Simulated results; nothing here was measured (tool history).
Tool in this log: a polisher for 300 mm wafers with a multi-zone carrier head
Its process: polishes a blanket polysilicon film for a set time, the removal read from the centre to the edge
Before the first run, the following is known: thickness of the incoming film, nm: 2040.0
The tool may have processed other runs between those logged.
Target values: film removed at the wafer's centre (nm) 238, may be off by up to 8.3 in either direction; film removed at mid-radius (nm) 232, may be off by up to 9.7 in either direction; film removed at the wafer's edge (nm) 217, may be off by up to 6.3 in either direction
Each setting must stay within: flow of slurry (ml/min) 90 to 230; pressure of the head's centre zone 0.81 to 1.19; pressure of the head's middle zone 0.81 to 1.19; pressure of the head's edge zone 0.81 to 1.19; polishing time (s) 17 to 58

| run | hour | flow of slurry (ml/min) | pressure of the head's centre zone | pressure of the head's middle zone | pressure of the head's edge zone | polishing time (s) | film removed at the wafer's centre (nm) | film removed at mid-radius (nm) | film removed at the wafer's edge (nm) |
|---|---|---|---|---|---|---|---|---|---|
| 1 | 0 | 150 | 1 | 1 | 1 | 37 | 249.54 | 242.46 | 246.19 |
| 2 | 3.5 | 150 | 1 | 1 | 1 | 43 | 283.75 | 283.42 | 286.75 |
| 3 | 8.1 | 180 | 1 | 1 | 1 | 43 | 303.78 | 291.9 | 294.01 |
| 4 | 8.8 | 200 | 1 | 1 | 1 | 43 | 309.36 | 294.37 | 295.46 |
| 5 | 10.4 | 220 | 1 | 1 | 1 | 43 | 308.51 | 300.49 | 298.76 |
| 6 | 15.3 | 215 | 1 | 0.99 | 0.97 | 41 | 298.66 | 290.17 | 283.19 |
| 7 | 19.7 | 205 | 1 | 0.99 | 0.95 | 39 | 275.96 | 273.83 | 265.64 |
|  | 27.5 | edge zone pressure recalibrated |
| 8 | 27.5 | 200 | 1.01 | 0.99 | 0.93 | 38 | 278.91 | 261.86 | 258.11 |
| 9 | 32.8 | 195 | 1.01 | 1 | 0.91 | 37 | 266.61 | 249.26 | 255.24 |
| 10 | 40 | 200 | 1.01 | 0.97 | 0.95 | 36 | 259.54 | 241.93 | 248.99 |
| 11 | 45.7 | 195 | 1.01 | 1 | 0.93 | 35 | 251.51 | 241.77 | 241.24 |
| 12 | 50.5 | 195 | 1.02 | 1.02 | 0.92 | 34 | 245.73 | 239.14 | 233.82 |

Of the 5 settings listed for the next run, only one would bring every result within its allowed miss of target. Which one?
| A | 55.3 | 195 | 1.07 | 1.12 | 0.94 | 31 | ? | ? | ? |
| B | 55.3 | 200 | 1.08 | 1.02 | 0.91 | 33 | ? | ? | ? |
| C | 55.3 | 220 | 1.14 | 1.19 | 0.9 | 30 | ? | ? | ? |
| D | 55.3 | 185 | 1.15 | 1.19 | 0.87 | 32 | ? | ? | ? |
| E | 55.3 | 150 | 1.16 | 1.11 | 0.96 | 33 | ? | ? | ? |

| move | film removed at the wafer's centre (nm) | film removed at mid-radius (nm) | film removed at the wafer's edge (nm) |
|---|---|---|---|
| A | 234.89 | 222.44 | 214.02 |
| B | 253.36 | 224.02 | 225.29 |
| C | 247.17 | 227.82 | 205.51 |
| D | 258.37 | 236.8 | 211.74 |
| E | 257.13 | 224.44 | 222.31 |
A: meets every target
B: an improvement on the last run, though not all results are within tolerance
C: takes the biggest miss from the last run beyond its target
D: corrects the largest miss of the last run, while another result sits out of spec
E: corrects the largest miss of the last run, while another result sits out of spec
The move that meets every target is A.
